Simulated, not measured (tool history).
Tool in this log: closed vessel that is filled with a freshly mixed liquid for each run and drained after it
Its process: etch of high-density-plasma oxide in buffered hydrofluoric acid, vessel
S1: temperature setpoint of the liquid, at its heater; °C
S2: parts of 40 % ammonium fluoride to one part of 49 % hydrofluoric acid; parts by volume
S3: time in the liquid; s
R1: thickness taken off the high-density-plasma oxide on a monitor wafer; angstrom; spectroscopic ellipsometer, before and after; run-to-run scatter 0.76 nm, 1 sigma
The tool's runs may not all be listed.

run,hour,S1,S2,S3,R1
1,0.0,20.0,11,85,930.39
2,4.8,20.0,11,90,987.22
3,8.1,22.0,11,90,1103.90
4,10.8,23.5,11,90,1205.60
5,19.7,24.5,11,90,1252.00
6,26.4,25.5,11,90,1349.90
7,28.1,26.0,11,90,1361.90

What will run 8 give?
8,34.1,26.5,11,90,?

Run 8 gave R1 1412.20 angstrom.
